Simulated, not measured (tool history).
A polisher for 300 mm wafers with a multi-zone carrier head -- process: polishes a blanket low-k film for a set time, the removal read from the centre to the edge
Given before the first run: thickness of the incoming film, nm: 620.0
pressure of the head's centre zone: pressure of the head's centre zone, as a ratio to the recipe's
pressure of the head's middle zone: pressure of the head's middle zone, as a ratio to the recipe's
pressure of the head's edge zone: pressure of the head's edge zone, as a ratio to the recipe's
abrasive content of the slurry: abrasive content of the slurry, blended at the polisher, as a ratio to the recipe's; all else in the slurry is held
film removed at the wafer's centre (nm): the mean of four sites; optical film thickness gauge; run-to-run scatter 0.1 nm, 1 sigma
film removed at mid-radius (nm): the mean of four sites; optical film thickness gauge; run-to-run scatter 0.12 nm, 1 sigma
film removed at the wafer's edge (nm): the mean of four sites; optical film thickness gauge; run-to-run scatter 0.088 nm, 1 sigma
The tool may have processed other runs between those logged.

| run | hour | flow of slurry (ml/min) | pressure of the head's centre zone | pressure of the head's middle zone | pressure of the head's edge zone | abrasive content of the slurry | polishing time (s) | film removed at the wafer's centre (nm) | film removed at mid-radius (nm) | film removed at the wafer's edge (nm) |
|---|---|---|---|---|---|---|---|---|---|---|
| 1 | 0.0 | 170 | 1.00 | 1.00 | 1.00 | 1.00 | 73 | 21.650 | 20.748 | 20.531 |
| 2 | 6.8 | 160 | 0.97 | 0.97 | 0.98 | 0.90 | 71 | 19.213 | 18.740 | 19.056 |
| 3 | 14.7 | 155 | 0.96 | 0.95 | 0.96 | 0.80 | 68 | 17.189 | 16.896 | 17.204 |
| 4 | 18.8 | 150 | 0.95 | 0.92 | 0.95 | 0.75 | 66 | 15.936 | 15.466 | 15.734 |
| 5 | 23.1 | 140 | 0.94 | 0.90 | 0.96 | 0.70 | 66 | 14.913 | 14.452 | 15.239 |
| 6 | 31.7 | 135 | 0.93 | 0.88 | 0.95 | 0.65 | 66 | 14.320 | 13.597 | 14.377 |
| 7 | 32.9 | 130 | 0.92 | 0.87 | 0.95 | 0.65 | 66 | 14.203 | 13.360 | 14.443 |
| 8 | 41.6 | 125 | 0.90 | 0.86 | 0.94 | 0.65 | 66 | 13.907 | 13.113 | 14.387 |

Forecast run 9:
|  | 46.3 | edge zone pressure recalibrated |
| 9 | 46.3 | 120 | 0.89 | 0.85 | 0.93 | 0.65 | 66 | ? | ? | ? |

Run 9 produced film removed at the wafer's centre (nm) 13.811, film removed at mid-radius (nm) 13.067, film removed at the wafer's edge (nm) 14.843.
